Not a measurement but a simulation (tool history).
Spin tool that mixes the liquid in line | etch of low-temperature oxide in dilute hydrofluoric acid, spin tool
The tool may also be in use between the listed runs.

run	hour	temperature setpoint of the liquid (K)	parts of water to one part of 49 % hydrofluoric acid (parts by volume)	time under the liquid (s)	thickness taken off the low-temperature oxide on a monitor wafer (Å)
1	0	294.15	90	270	368.86
2	4.2	296.15	85	270	426.98
3	5.1	296.15	85	285	447.07
4	9.6	297.65	80	285	509.38
5	10.9	298.65	75	285	571.22
6	13.4	299.65	75	285	591.79

Run 7 comes next. What will it give?
7	18.3	300.15	75	285	?

thickness taken off the low-temperature oxide on a monitor wafer (Å): 609.74

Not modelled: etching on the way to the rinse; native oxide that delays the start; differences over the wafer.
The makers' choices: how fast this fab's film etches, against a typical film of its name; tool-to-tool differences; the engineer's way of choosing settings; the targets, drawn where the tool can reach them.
